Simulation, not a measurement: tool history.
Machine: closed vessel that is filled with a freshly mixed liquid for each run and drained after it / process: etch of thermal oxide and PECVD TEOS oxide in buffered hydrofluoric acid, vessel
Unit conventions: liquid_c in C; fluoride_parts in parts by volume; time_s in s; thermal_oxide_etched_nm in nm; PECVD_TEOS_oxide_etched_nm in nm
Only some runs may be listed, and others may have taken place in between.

| run | hour | liquid_c | fluoride_parts | time_s | thermal_oxide_etched_nm | PECVD_TEOS_oxide_etched_nm |
|---|---|---|---|---|---|---|
| 1 | 0.0 | 21 | 7 | 60 | 78.663 | 288.07 |
| 2 | 4.6 | 21 | 8 | 60 | 66.869 | 253.73 |
| 3 | 11.5 | 20 | 8 | 60 | 64.218 | 240.87 |
| 4 | 14.7 | 20 | 8 | 35 | 37.604 | 141.28 |
| 5 | 17.0 | 21 | 8 | 35 | 39.678 | 150.10 |
| 6 | 18.0 | 19 | 8 | 35 | 35.510 | 132.66 |
| 7 | 24.2 | 19 | 8 | 35 | 35.470 | 132.41 |

The next listed run, before its measurement:
| 8 | 28.2 | 20 | 8 | 35 | ? | ? |

{"run 8": {"thermal_oxide_etched_nm": 37.207, "PECVD_TEOS_oxide_etched_nm": 140.44}}
